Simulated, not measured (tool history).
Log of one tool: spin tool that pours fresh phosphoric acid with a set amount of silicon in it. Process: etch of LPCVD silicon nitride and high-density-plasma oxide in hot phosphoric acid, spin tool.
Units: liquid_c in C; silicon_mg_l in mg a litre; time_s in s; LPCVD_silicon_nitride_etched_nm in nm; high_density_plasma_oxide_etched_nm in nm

run	hour	liquid_c	silicon_mg_l	time_s	LPCVD_silicon_nitride_etched_nm	high_density_plasma_oxide_etched_nm
1	0	163	26.5	50	5.2574	0.080752
2	7.3	161.5	27.5	40	3.998	0.054732
3	12.2	161.5	15	40	4.0137	0.072272
4	19.2	161.5	6	40	4.0312	0.062845
5	27.7	161.5	6	60	6.0774	0.12265
# hour 29.1: dissolved silicon flow meter replaced
6	29.1	160.5	18	50	4.7959	0.1005
7	36	160	13	40	3.7651	0.085858
8	42.4	159.5	9.5	35	3.2723	0.097054
9	47.5	159	7	30	2.8056	0.023849
10	55.4	158.5	5	25	2.2585	0.03262
11	58	158.5	5	25	2.2293	0.030934
12	61.2	158.5	3.5	20	1.8094	0.04824

Forecast run 13:
13	64.2	158.5	4	20	?	?

LPCVD_silicon_nitride_etched_nm: 1.7942 nm
high_density_plasma_oxide_etched_nm: 0.010132 nm
